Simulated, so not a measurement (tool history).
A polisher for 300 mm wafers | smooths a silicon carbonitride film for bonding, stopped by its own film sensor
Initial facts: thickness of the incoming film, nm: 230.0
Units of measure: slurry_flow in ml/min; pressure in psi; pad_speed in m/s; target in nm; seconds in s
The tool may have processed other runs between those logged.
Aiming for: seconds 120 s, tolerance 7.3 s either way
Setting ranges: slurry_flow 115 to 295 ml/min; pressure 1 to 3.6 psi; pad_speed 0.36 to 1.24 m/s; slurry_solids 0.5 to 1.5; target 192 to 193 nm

run	hour	slurry_flow	pressure	pad_speed	slurry_solids	target	seconds
1	0	190	2.3	0.8	1	193	149.64
2	3.6	190	2.4	0.8	1	193	150.95
3	5.8	160	2.4	0.8	1	193	159.94
4	13.7	170	2.5	0.8	1	193	148.24
5	22.4	170	2.1	0.8	1	193	169.62
6	24.5	180	2.2	0.8	1	193	159.96
7	25.6	190	2.3	0.8	1	193	156.38
8	27.8	190	2.4	0.8	1	193	150.51
9	33.5	190	2.5	0.8	1	193	142.32

Pick the move, out of 5, that brings all results within their allowed miss; only one does.
A	39.2	185	2.5	0.76	1	192	?
B	39.2	275	3.1	0.74	1.2	192	?
C	39.2	250	2.6	1.04	1.1	193	?
D	39.2	255	2.6	0.7	1.05	192	?
E	39.2	165	2.4	0.88	1.05	192	?

move	seconds
A	157.31
B	120.91
C	107.53
D	153.6
E	144.92
A: the biggest miss grows against the last run
B: every result within its allowed miss
C: takes the result that was furthest off past its target
D: the biggest miss grows against the last run
E: the biggest miss grows against the last run
The move that meets every target is B.

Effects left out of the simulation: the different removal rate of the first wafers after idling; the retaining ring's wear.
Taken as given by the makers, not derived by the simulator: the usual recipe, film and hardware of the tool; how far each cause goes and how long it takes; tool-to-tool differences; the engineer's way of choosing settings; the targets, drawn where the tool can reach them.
